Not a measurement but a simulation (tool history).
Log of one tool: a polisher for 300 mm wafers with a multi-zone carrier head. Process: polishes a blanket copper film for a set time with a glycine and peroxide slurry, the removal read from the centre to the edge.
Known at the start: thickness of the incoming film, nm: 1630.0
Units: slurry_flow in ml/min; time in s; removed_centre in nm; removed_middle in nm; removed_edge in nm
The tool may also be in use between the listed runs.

run 1 day=0 | slurry_flow=130 centre_zone=1 middle_zone=1 edge_zone=1 time=56 | removed_centre=244.57 removed_middle=238.53 removed_edge=249.02
run 2 day=0.075 | slurry_flow=120 centre_zone=1 middle_zone=1 edge_zone=1 time=56 | removed_centre=239.91 removed_middle=237.46 removed_edge=248.74
run 3 day=0.146 | slurry_flow=120 centre_zone=1.01 middle_zone=0.99 edge_zone=0.99 time=56 | removed_centre=244.59 removed_middle=234.71 removed_edge=250.76
run 4 day=0.279 | slurry_flow=120 centre_zone=1.01 middle_zone=0.99 edge_zone=0.99 time=46 | removed_centre=199.56 removed_middle=191.16 removed_edge=205.33
run 5 day=0.583 | slurry_flow=140 centre_zone=1.01 middle_zone=0.99 edge_zone=0.99 time=46 | removed_centre=205.07 removed_middle=198.55 removed_edge=210.06
run 6 day=0.796 | slurry_flow=120 centre_zone=1.01 middle_zone=0.99 edge_zone=0.99 time=46 | removed_centre=196.73 removed_middle=192.49 removed_edge=205.73
run 7 day=0.85 | slurry_flow=125 centre_zone=1.02 middle_zone=0.99 edge_zone=1 time=46 | removed_centre=201.11 removed_middle=195.94 removed_edge=205.59

The next listed run, before its measurement:
run 8 day=0.958 | slurry_flow=130 centre_zone=1.03 middle_zone=0.98 edge_zone=1 time=46 | removed_centre=? removed_middle=? removed_edge=?

{"run 8": {"removed_centre": 200.32, "removed_middle": 196.47, "removed_edge": 206.61}}
